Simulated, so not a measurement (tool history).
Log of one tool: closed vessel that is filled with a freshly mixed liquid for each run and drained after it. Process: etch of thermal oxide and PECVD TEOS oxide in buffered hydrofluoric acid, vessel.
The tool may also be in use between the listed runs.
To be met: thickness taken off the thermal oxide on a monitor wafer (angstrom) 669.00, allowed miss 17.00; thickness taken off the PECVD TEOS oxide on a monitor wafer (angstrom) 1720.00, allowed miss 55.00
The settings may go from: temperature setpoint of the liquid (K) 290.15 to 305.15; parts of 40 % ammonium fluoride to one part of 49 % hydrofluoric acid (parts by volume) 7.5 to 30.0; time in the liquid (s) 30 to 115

run,hour,temperature setpoint of the liquid (K),parts of 40 % ammonium fluoride to one part of 49 % hydrofluoric acid (parts by volume),time in the liquid (s),thickness taken off the thermal oxide on a monitor wafer (angstrom),thickness taken off the PECVD TEOS oxide on a monitor wafer (angstrom)
1,0.0,298.15,20.5,60,357.23,916.05
2,3.0,299.15,19.5,60,391.39,1026.10
3,10.6,299.65,18.5,60,423.63,1099.10
4,13.6,298.15,18.5,60,395.87,1033.20
5,21.8,299.15,18.0,60,432.52,1101.00
6,28.3,301.65,18.0,60,482.77,1254.70
7,35.2,302.15,17.5,60,515.42,1319.40
8,41.3,302.65,17.0,60,541.82,1402.40
9,48.8,303.15,16.5,60,567.46,1486.10
10,53.1,303.65,16.5,60,585.48,1528.30
11,62.3,304.65,16.0,60,637.72,1652.60

5 next moves are on the table. One of them brings every result within its allowed miss. Which?
A,71.5,298.65,17.0,85,?,?
B,71.5,305.15,15.0,60,?,?
C,71.5,305.15,16.0,65,?,?
D,71.5,302.65,17.5,75,?,?
E,71.5,297.65,9.5,60,?,?

move,thickness taken off the thermal oxide on a monitor wafer (angstrom),thickness taken off the PECVD TEOS oxide on a monitor wafer (angstrom)
A,614.79,1585.20
B,692.67,1786.00
C,704.42,1816.30
D,652.98,1683.70
E,713.68,1840.20
A: further off than the last run
B: takes the result that was furthest off past its target
C: takes the result that was furthest off past its target
D: meets every target
E: takes the result that was furthest off past its target
Answer: D

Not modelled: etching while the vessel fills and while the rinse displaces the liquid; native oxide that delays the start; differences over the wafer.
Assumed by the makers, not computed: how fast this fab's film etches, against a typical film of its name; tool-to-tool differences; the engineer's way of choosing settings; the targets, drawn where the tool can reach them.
